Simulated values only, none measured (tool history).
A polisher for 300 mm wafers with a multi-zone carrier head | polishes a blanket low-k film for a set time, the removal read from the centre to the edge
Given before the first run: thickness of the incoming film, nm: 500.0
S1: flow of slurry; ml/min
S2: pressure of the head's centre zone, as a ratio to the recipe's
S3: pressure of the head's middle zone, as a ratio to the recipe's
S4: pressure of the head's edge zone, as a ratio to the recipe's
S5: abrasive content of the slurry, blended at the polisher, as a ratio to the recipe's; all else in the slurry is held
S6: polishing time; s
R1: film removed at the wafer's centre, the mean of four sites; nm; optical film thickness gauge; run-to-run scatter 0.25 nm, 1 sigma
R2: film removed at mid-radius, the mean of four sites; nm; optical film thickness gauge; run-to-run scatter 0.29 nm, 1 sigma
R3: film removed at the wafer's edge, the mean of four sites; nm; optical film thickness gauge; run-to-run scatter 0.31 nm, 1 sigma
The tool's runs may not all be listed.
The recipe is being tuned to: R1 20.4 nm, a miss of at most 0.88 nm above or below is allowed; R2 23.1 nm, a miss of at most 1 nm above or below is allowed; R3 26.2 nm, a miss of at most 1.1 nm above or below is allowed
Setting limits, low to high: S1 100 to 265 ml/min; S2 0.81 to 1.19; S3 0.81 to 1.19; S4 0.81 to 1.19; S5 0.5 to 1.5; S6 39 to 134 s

run	day	S1	S2	S3	S4	S5	S6	R1	R2	R3
1	0	170	1	1	1	1	86	18.273	18.592	18.658
2	0.225	170	1	1	1.06	1	86	18.731	19.229	19.98
3	0.504	170	1.07	1	1.06	1	86	19.141	18.745	19.607
4	0.875	170	1.03	1	1.09	1.05	86	19.637	19.229	20.195
5	1.096	155	0.99	1	1.11	1.05	90	18.951	19.859	21.047
6	1.433	155	0.99	1	1.14	1.05	90	18.645	19.279	21.042
7	1.562	185	0.89	1	1.19	1.3	92	18.982	22.418	24.928
8	1.854	190	0.89	1	1.19	1.3	92	19.692	22.234	24.321

4 candidate next runs follow, results not yet known. Just one meets every target within its allowed miss. Identify it.
A	2.146	210	0.97	1.13	1.06	0.9	95	?	?	?
B	2.146	240	0.95	1.01	1.16	1.4	84	?	?	?
C	2.146	130	1.08	1.01	1.16	0.85	105	?	?	?
D	2.146	205	0.89	0.98	1.19	1.5	92	?	?	?

move	R1	R2	R3
A	20.153	22.803	21.529
B	20.672	21.999	23.501
C	21.887	20.746	22.861
D	21.151	23.602	26.246
A: the biggest miss grows against the last run
B: the biggest miss grows against the last run
C: the biggest miss grows against the last run
D: in spec on every target
Move D is the one to make.
